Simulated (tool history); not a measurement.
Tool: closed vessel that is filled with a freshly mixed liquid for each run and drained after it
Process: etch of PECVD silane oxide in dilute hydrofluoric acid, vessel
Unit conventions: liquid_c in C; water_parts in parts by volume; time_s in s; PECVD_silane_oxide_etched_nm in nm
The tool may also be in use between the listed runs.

| run | hour | liquid_c | water_parts | time_s | PECVD_silane_oxide_etched_nm |
|---|---|---|---|---|---|
| 1 | 0 | 26 | 270 | 885 | 40.03 |
| 2 | 6 | 26 | 270 | 950 | 43.294 |
| 3 | 7.9 | 28.5 | 270 | 950 | 46.723 |
| 4 | 9.9 | 28.5 | 310 | 950 | 39.478 |
|  | 11.7 | thermometer replaced |
| 5 | 11.7 | 29.5 | 260 | 950 | 54.49 |
| 6 | 16.9 | 30.5 | 235 | 950 | 63.717 |
| 7 | 18.8 | 34 | 125 | 950 | 156.53 |
| 8 | 21.1 | 33.5 | 125 | 950 | 154.23 |
| 9 | 22 | 33 | 125 | 950 | 149.95 |

Run 10 comes next. What will it give?
| 10 | 28.7 | 32.5 | 125 | 950 | ? |

{"run 10": {"PECVD_silane_oxide_etched_nm": 147.97}}
